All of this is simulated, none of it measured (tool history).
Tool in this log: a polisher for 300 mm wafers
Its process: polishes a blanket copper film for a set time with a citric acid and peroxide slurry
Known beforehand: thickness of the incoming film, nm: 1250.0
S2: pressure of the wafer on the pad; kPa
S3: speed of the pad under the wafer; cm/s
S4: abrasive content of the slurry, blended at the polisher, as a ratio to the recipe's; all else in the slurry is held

run 1 hour=0 | flow_of_slurry_(ml/min)=150 S2=17.2 S3=88 S4=1 polishing_time_(s)=40 | film_removed_(nm)=67.666
run 2 hour=1.3 | flow_of_slurry_(ml/min)=145 S2=15.9 S3=88 S4=1 polishing_time_(s)=40 | film_removed_(nm)=63.81
run 3 hour=5.2 | flow_of_slurry_(ml/min)=145 S2=17.9 S3=88 S4=1 polishing_time_(s)=40 | film_removed_(nm)=69.084
run 4 hour=10 | flow_of_slurry_(ml/min)=145 S2=17.9 S3=100 S4=1 polishing_time_(s)=40 | film_removed_(nm)=80.888
run 5 hour=17 | flow_of_slurry_(ml/min)=145 S2=17.9 S3=100 S4=1.2 polishing_time_(s)=40 | film_removed_(nm)=84.063
run 6 hour=19.8 | flow_of_slurry_(ml/min)=145 S2=15.9 S3=100 S4=1.2 polishing_time_(s)=40 | film_removed_(nm)=77.367
run 7 hour=20.5 | flow_of_slurry_(ml/min)=145 S2=15.9 S3=100 S4=1.2 polishing_time_(s)=40 | film_removed_(nm)=75.43

What will run 8 give?
run 8 hour=21.1 | flow_of_slurry_(ml/min)=145 S2=14.5 S3=100 S4=1.2 polishing_time_(s)=40 | film_removed_(nm)=?

{"run 8": {"film removed (nm)": 72.578}}

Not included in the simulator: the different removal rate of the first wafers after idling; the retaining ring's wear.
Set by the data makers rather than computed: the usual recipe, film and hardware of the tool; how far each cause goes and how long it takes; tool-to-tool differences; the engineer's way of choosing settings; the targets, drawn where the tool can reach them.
